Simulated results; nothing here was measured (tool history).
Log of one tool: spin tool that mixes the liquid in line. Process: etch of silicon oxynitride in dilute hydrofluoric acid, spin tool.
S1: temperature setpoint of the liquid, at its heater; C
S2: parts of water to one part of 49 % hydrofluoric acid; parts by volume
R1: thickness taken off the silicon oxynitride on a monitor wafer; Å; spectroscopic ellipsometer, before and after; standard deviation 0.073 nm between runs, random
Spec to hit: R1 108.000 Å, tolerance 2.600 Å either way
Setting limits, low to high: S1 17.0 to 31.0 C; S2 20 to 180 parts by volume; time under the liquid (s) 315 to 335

{"run": 1, "hour": 0.0, "S1": 23.0, "S2": 100, "time under the liquid (s)": 315, "R1": 69.565}
{"run": 2, "hour": 2.0, "S1": 23.0, "S2": 100, "time under the liquid (s)": 335, "R1": 73.813}
{"run": 3, "hour": 5.1, "S1": 25.0, "S2": 100, "time under the liquid (s)": 335, "R1": 80.843}
{"run": 4, "hour": 9.7, "S1": 21.5, "S2": 100, "time under the liquid (s)": 335, "R1": 68.212}
{"run": 5, "hour": 17.5, "S1": 23.5, "S2": 100, "time under the liquid (s)": 335, "R1": 76.319}
{"run": 6, "hour": 25.7, "S1": 23.5, "S2": 100, "time under the liquid (s)": 315, "R1": 71.274}
{"run": 7, "hour": 28.0, "S1": 27.5, "S2": 90, "time under the liquid (s)": 315, "R1": 96.074}
{"run": 8, "hour": 29.5, "S1": 28.0, "S2": 90, "time under the liquid (s)": 315, "R1": 98.522}
{"run": 9, "hour": 36.5, "S1": 28.5, "S2": 90, "time under the liquid (s)": 315, "R1": 100.85}
{"run": 10, "hour": 42.4, "S1": 28.5, "S2": 90, "time under the liquid (s)": 315, "R1": 101.32}

Exactly one of the 4 candidate moves below puts every result within its allowed miss. Which one?
{"run": "A", "hour": 48.3, "S1": 28.5, "S2": 95, "time under the liquid (s)": 315, "R1": "?"}
{"run": "B", "hour": 48.3, "S1": 30.0, "S2": 110, "time under the liquid (s)": 320, "R1": "?"}
{"run": "C", "hour": 48.3, "S1": 26.0, "S2": 85, "time under the liquid (s)": 315, "R1": "?"}
{"run": "D", "hour": 48.3, "S1": 28.5, "S2": 90, "time under the liquid (s)": 335, "R1": "?"}

move=A R1=95.350
move=B R1=88.180
move=C R1=95.830
move=D R1=107.560
A: its largest miss is bigger than the last run's
B: its largest miss is bigger than the last run's
C: its largest miss is bigger than the last run's
D: every result within its allowed miss
Move D is the one to make.

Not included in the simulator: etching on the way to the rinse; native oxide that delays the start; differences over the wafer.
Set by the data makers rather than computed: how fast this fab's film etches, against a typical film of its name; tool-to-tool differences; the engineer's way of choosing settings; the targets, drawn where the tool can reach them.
